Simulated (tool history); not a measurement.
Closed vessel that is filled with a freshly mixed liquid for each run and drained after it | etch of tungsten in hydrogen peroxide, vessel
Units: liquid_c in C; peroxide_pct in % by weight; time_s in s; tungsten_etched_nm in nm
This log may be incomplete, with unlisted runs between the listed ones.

| run | day | liquid_c | peroxide_pct | time_s | tungsten_etched_nm |
|---|---|---|---|---|---|
| 1 | 0 | 48 | 22 | 30 | 69.622 |
| 2 | 0.212 | 51.5 | 22 | 30 | 87.157 |
| 3 | 0.408 | 51.5 | 24.5 | 30 | 91.855 |
| 4 | 0.542 | 48 | 24.5 | 30 | 73.405 |
| 5 | 0.817 | 43.5 | 24.5 | 30 | 55.595 |
|  | 0.879 | peroxide flow meter replaced |
| 6 | 0.879 | 43.5 | 28.5 | 30 | 61.971 |

What will run 7 give?
| 7 | 1.146 | 41.5 | 28.5 | 30 | ? |

tungsten_etched_nm: 55.64 nm
